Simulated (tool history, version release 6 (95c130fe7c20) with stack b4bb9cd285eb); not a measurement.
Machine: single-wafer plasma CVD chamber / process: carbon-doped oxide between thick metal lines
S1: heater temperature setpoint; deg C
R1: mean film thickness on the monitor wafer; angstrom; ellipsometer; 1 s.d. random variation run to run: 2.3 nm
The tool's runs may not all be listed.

{"run": 1, "hour": 0.0, "S1": 355, "chamber pressure (mTorr)": 4960, "RF power (kW)": 0.61, "deposition time (s)": 233, "R1": 12212}
{"run": 2, "hour": 5.5, "S1": 355, "chamber pressure (mTorr)": 4960, "RF power (kW)": 0.54, "deposition time (s)": 233, "R1": 11352}
{"run": 3, "hour": 7.0, "S1": 356, "chamber pressure (mTorr)": 4890, "RF power (kW)": 0.54, "deposition time (s)": 233, "R1": 11282}
{"run": 4, "hour": 15.0, "S1": 357, "chamber pressure (mTorr)": 4840, "RF power (kW)": 0.54, "deposition time (s)": 233, "R1": 11216}
{"run": 5, "hour": 18.0, "S1": 357, "chamber pressure (mTorr)": 4840, "RF power (kW)": 0.54, "deposition time (s)": 233, "R1": 11211}
{"run": 6, "hour": 24.2, "S1": 357, "chamber pressure (mTorr)": 5530, "RF power (kW)": 0.54, "deposition time (s)": 233, "R1": 11568}

Forecast run 7:
{"run": 7, "hour": 29.8, "S1": 359, "chamber pressure (mTorr)": 5440, "RF power (kW)": 0.54, "deposition time (s)": 233, "R1": "?"}

R1: 11431 angstrom

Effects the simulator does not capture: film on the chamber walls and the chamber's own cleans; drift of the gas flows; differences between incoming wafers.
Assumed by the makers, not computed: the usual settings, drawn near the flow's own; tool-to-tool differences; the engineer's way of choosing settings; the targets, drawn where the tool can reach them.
